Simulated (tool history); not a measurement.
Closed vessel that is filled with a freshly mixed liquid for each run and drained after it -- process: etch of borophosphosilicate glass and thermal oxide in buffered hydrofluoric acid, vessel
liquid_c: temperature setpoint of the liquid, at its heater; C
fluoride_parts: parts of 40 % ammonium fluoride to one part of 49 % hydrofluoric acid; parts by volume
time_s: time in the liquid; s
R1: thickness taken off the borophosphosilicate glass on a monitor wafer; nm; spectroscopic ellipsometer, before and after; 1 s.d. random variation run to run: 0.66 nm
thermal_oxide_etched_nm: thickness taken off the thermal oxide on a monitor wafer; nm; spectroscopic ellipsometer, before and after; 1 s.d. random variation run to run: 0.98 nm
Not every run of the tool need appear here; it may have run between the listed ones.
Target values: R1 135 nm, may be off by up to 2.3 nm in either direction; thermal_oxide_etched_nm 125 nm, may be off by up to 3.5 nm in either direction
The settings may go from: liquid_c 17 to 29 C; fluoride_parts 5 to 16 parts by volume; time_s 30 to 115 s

{"run": 1, "hour": 0.0, "liquid_c": 21, "fluoride_parts": 9.5, "time_s": 60, "R1": 62.975, "thermal_oxide_etched_nm": 58.553}
{"run": 2, "hour": 3.6, "liquid_c": 22.5, "fluoride_parts": 9, "time_s": 60, "R1": 69.988, "thermal_oxide_etched_nm": 66.225}
{"run": 3, "hour": 10.9, "liquid_c": 22.5, "fluoride_parts": 6.5, "time_s": 60, "R1": 98.769, "thermal_oxide_etched_nm": 92.56}
{"run": 4, "hour": 16.7, "liquid_c": 23.5, "fluoride_parts": 6.5, "time_s": 60, "R1": 103.01, "thermal_oxide_etched_nm": 96.738}
{"run": 5, "hour": 24.0, "liquid_c": 22, "fluoride_parts": 6.5, "time_s": 60, "R1": 95.971, "thermal_oxide_etched_nm": 89.473}
{"run": 6, "hour": 29.1, "liquid_c": 22, "fluoride_parts": 5.5, "time_s": 60, "R1": 111.54, "thermal_oxide_etched_nm": 103.01}
{"run": 7, "hour": 31.2, "liquid_c": 22, "fluoride_parts": 5.5, "time_s": 60, "R1": 110.86, "thermal_oxide_etched_nm": 103.26}
{"run": 8, "hour": 35.2, "liquid_c": 23, "fluoride_parts": 5.5, "time_s": 60, "R1": 117.53, "thermal_oxide_etched_nm": 109.21}
{"run": 9, "hour": 40.2, "liquid_c": 23.5, "fluoride_parts": 5.5, "time_s": 60, "R1": 121.65, "thermal_oxide_etched_nm": 113.14}
{"run": 10, "hour": 44.0, "liquid_c": 24, "fluoride_parts": 5.5, "time_s": 60, "R1": 124.02, "thermal_oxide_etched_nm": 115.09}
{"run": 11, "hour": 47.1, "liquid_c": 24.5, "fluoride_parts": 5.5, "time_s": 60, "R1": 127.63, "thermal_oxide_etched_nm": 119.95}
{"run": 12, "hour": 51.4, "liquid_c": 25, "fluoride_parts": 5.5, "time_s": 60, "R1": 130.87, "thermal_oxide_etched_nm": 122.7}

4 next moves are on the table. One of them brings every result within its allowed miss. Which?
{"run": "A", "hour": 55.7, "liquid_c": 26, "fluoride_parts": 8, "time_s": 80, "R1": "?", "thermal_oxide_etched_nm": "?"}
{"run": "B", "hour": 55.7, "liquid_c": 22.5, "fluoride_parts": 5, "time_s": 65, "R1": "?", "thermal_oxide_etched_nm": "?"}
{"run": "C", "hour": 55.7, "liquid_c": 27, "fluoride_parts": 8, "time_s": 75, "R1": "?", "thermal_oxide_etched_nm": "?"}
{"run": "D", "hour": 55.7, "liquid_c": 29, "fluoride_parts": 6.5, "time_s": 55, "R1": "?", "thermal_oxide_etched_nm": "?"}

move=A R1=128.96 thermal_oxide_etched_nm=120.54
move=B R1=135.09 thermal_oxide_etched_nm=124.74
move=C R1=127.48 thermal_oxide_etched_nm=119.23
move=D R1=128.22 thermal_oxide_etched_nm=119.74
A: the biggest miss grows against the last run
B: each result inside its tolerance
C: the biggest miss grows against the last run
D: the biggest miss grows against the last run
Move B is the one to make.
